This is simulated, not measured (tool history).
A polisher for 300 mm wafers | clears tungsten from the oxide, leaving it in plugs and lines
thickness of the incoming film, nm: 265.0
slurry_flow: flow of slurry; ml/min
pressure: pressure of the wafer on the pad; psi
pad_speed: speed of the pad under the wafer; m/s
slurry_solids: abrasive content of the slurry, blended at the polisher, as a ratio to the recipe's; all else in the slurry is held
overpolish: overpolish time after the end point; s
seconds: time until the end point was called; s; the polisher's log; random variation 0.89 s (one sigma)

run    day  slurry_flow  pressure  pad_speed  slurry_solids  overpolish  seconds
  1      0          210       2.9        0.9              1          50   94.569
  2  0.225          210       3.1        0.9              1          50   89.069
  3  0.271          210       3.3        0.9              1          50   85.737
  4  0.404          210       3.5        0.9              1          50   82.033
  5  0.662          210       2.9        0.9              1          50   96.412
  6   0.85          210       3.2        0.9              1          50   87.216
  7    1.2          210       3.2        0.9              1          50   88.883

The next listed run, before its measurement:
  8  1.542          210       3.4        0.9              1          50        ?

seconds: 83.29 s
